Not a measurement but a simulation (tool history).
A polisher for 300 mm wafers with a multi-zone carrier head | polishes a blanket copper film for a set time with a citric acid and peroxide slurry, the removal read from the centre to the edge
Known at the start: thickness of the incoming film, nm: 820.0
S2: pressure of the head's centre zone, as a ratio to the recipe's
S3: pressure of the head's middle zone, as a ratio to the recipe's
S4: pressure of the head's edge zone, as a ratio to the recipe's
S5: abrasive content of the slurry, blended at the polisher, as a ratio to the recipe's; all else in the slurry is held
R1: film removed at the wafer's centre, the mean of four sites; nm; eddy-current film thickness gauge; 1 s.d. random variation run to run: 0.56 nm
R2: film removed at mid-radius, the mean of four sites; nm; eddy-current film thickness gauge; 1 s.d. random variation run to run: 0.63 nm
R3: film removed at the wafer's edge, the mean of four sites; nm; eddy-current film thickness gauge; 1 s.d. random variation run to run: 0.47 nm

{"run": 1, "hour": 0.0, "flow of slurry (ml/min)": 315, "S2": 1, "S3": 1, "S4": 1, "S5": 1, "polishing time (s)": 78, "R1": 152.19, "R2": 152.8, "R3": 150.63}
{"run": 2, "hour": 6.1, "flow of slurry (ml/min)": 315, "S2": 1, "S3": 1, "S4": 1, "S5": 1, "polishing time (s)": 71, "R1": 138.51, "R2": 136.01, "R3": 136.36}
{"run": 3, "hour": 14.4, "flow of slurry (ml/min)": 310, "S2": 0.98, "S3": 1, "S4": 0.98, "S5": 0.95, "polishing time (s)": 67, "R1": 122.27, "R2": 128.63, "R3": 126.9}
{"run": 4, "hour": 16.0, "flow of slurry (ml/min)": 305, "S2": 0.98, "S3": 0.99, "S4": 0.96, "S5": 0.9, "polishing time (s)": 64, "R1": 115.98, "R2": 119.58, "R3": 117.14}
{"run": 5, "hour": 22.9, "flow of slurry (ml/min)": 305, "S2": 0.98, "S3": 0.99, "S4": 0.93, "S5": 0.9, "polishing time (s)": 64, "R1": 119.17, "R2": 119.68, "R3": 116.36}
{"run": 6, "hour": 27.0, "flow of slurry (ml/min)": 305, "S2": 0.98, "S3": 0.99, "S4": 0.93, "S5": 0.9, "polishing time (s)": 78, "R1": 143.18, "R2": 148.21, "R3": 139.43}
{"run": 7, "hour": 32.9, "flow of slurry (ml/min)": 300, "S2": 0.97, "S3": 0.98, "S4": 0.92, "S5": 0.85, "polishing time (s)": 74, "R1": 130.65, "R2": 134.06, "R3": 132.28}

Predict the results of run 8:
{"run": 8, "hour": 38.5, "flow of slurry (ml/min)": 300, "S2": 0.97, "S3": 0.98, "S4": 0.92, "S5": 0.85, "polishing time (s)": 74, "R1": "?", "R2": "?", "R3": "?"}

R1: 133.38 nm
R2: 134.55 nm
R3: 130.42 nm
